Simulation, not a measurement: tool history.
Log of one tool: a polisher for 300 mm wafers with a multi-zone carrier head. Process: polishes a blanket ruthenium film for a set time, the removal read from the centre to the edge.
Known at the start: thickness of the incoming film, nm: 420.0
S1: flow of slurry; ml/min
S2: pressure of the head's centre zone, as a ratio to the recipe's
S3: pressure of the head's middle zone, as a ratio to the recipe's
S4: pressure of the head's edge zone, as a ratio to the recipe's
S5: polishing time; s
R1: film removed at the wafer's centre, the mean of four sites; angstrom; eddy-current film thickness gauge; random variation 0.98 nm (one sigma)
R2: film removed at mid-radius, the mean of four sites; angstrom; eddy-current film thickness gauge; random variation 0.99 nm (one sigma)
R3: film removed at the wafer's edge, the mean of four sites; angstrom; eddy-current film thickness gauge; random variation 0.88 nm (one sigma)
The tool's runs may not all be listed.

run,hour,S1,S2,S3,S4,S5,R1,R2,R3
1,0,205,1,1,1,72,1249.6,1258.7,1314
2,3.2,205,1.08,1,1,72,1363.9,1240.6,1297
3,10.9,205,1.13,1,1,72,1427.4,1235.3,1305
4,12.8,205,1.13,0.95,1,72,1458.8,1182.2,1304.9
5,13.4,205,1.13,0.95,1,55,1093.5,916.02,996.67
6,20.8,205,1.13,0.89,1,55,1084,867.3,986.08
7,29.4,205,1.13,0.89,1,55,1079.4,860.86,1011.9

The next listed run, before its measurement:
8,36.5,205,1.1,0.91,0.98,53,?,?,?

Run 8 gave R1 1016.5 angstrom, R2 857.59 angstrom, R3 947.87 angstrom.
